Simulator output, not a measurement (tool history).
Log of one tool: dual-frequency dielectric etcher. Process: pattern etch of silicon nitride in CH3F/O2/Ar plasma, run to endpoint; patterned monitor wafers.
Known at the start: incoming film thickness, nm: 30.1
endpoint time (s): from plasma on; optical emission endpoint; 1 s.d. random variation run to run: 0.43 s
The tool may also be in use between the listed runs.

run  hour  source power (kW)  bias power (kW)  endpoint time (s)
  1   0.0              0.460            0.102             37.552
  2   2.5              0.400            0.089             44.669
  3   5.3              0.400            0.107             40.388
  4  12.1              0.400            0.092             43.468
  5  20.6              0.430            0.092             41.687
  6  29.4              0.380            0.082             47.966
  7  31.4              0.350            0.076             52.375
  8  39.8              0.330            0.073             56.804
  9  40.6              0.310            0.073             60.165

For run 10, what comes out?
 10  44.3              0.300            0.073                  ?

{"run 10": {"endpoint time (s)": 61.796}}

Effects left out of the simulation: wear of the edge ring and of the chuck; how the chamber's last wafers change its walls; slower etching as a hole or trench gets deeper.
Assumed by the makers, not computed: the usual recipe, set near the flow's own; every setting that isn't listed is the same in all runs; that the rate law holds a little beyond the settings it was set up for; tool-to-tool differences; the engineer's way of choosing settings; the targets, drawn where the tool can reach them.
